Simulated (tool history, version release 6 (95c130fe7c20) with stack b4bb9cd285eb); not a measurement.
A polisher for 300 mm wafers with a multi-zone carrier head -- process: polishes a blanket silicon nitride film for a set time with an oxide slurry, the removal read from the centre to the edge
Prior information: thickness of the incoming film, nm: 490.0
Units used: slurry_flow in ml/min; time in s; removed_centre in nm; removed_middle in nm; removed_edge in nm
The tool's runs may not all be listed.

run	hour	slurry_flow	centre_zone	middle_zone	edge_zone	slurry_solids	time	removed_centre	removed_middle	removed_edge
1	0.0	130	1.00	1.00	1.00	1.00	58	48.366	48.582	48.336
2	8.9	130	1.00	1.00	1.00	0.85	58	44.954	46.358	45.921
3	10.8	130	1.00	1.00	1.00	1.05	58	48.653	49.578	50.175
4	14.9	130	1.00	1.00	1.00	1.05	65	54.241	54.532	55.951
5	22.9	125	0.98	0.99	0.99	1.00	65	52.183	52.552	54.624
6	24.2	125	0.98	0.99	0.93	1.00	65	51.152	52.307	52.132
7	33.2	90	0.88	0.89	0.83	0.85	65	39.990	41.395	43.939

Predict the results of run 8:
8	39.1	90	0.87	0.90	0.83	0.85	65	?	?	?

Run 8 gave removed_centre 39.208 nm, removed_middle 42.160 nm, removed_edge 43.412 nm.
